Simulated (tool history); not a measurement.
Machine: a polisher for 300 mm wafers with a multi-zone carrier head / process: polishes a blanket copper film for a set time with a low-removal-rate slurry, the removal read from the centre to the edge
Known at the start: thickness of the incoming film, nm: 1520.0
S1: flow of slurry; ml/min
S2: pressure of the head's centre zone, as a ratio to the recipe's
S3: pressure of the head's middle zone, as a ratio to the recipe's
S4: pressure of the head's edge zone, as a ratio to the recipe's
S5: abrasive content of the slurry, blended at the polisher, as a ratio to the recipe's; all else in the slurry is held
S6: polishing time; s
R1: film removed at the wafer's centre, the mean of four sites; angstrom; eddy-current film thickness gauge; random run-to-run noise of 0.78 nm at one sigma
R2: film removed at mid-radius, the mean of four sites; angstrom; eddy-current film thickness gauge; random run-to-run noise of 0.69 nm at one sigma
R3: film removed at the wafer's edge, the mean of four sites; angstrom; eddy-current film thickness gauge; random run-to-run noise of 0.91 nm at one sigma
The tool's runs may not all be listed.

run 1 day=0.000 | S1=310 S2=1.00 S3=1.00 S4=1.00 S5=1.00 S6=62 | R1=1208.90 R2=1202.10 R3=1183.40
run 2 day=0.112 | S1=310 S2=1.00 S3=1.00 S4=1.00 S5=1.15 S6=62 | R1=1231.10 R2=1255.80 R3=1230.80
run 3 day=0.196 | S1=310 S2=0.94 S3=1.00 S4=1.00 S5=1.15 S6=62 | R1=1157.60 R2=1244.20 R3=1234.90
run 4 day=0.417 | S1=310 S2=0.94 S3=1.00 S4=0.95 S5=1.15 S6=62 | R1=1171.30 R2=1246.30 R3=1194.90
run 5 day=0.596 | S1=310 S2=0.94 S3=1.00 S4=0.95 S5=1.30 S6=62 | R1=1183.40 R2=1247.50 R3=1226.50
run 6 day=0.942 | S1=310 S2=0.94 S3=1.00 S4=1.03 S5=1.30 S6=62 | R1=1193.00 R2=1266.20 R3=1273.90
run 7 day=1.242 | S1=310 S2=0.94 S3=0.99 S4=1.00 S5=1.20 S6=60 | R1=1148.10 R2=1204.20 R3=1198.90
run 8 day=1.492 | S1=310 S2=0.93 S3=0.98 S4=0.98 S5=1.10 S6=58 | R1=1070.40 R2=1129.10 R3=1121.70
run 9 day=1.638 | S1=310 S2=0.93 S3=0.98 S4=0.98 S5=1.10 S6=58 | R1=1070.90 R2=1136.10 R3=1123.30
run 10 day=1.979 | S1=310 S2=0.93 S3=0.97 S4=0.96 S5=1.00 S6=57 | R1=1015.60 R2=1076.90 R3=1079.70
run 11 day=2.329 | S1=310 S2=0.93 S3=0.97 S4=0.96 S5=1.00 S6=57 | R1=1024.20 R2=1077.10 R3=1091.70
run 12 day=2.450 | S1=310 S2=0.94 S3=0.98 S4=0.94 S5=0.95 S6=55 | R1=981.98 R2=1037.60 R3=1019.50
run 13 day=2.575 | S1=310 S2=0.95 S3=0.98 S4=0.92 S5=0.90 S6=54 | R1=994.56 R2=993.22 R3=987.23
run 14 day=2.762 | S1=310 S2=0.94 S3=0.99 S4=0.90 S5=0.85 S6=54 | R1=961.54 R2=1018.60 R3=961.53
run 15 day=3.104 | S1=305 S2=0.94 S3=0.98 S4=0.89 S5=0.80 S6=54 | R1=942.09 R2=972.28 R3=940.74
run 16 day=3.346 | S1=300 S2=0.94 S3=0.98 S4=0.88 S5=0.75 S6=54 | R1=932.63 R2=965.57 R3=917.28

The next listed run, before its measurement:
run 17 day=3.517 | S1=290 S2=0.94 S3=0.97 S4=0.87 S5=0.75 S6=54 | R1=? R2=? R3=?

R1: 920.23 angstrom
R2: 971.59 angstrom
R3: 920.91 angstrom
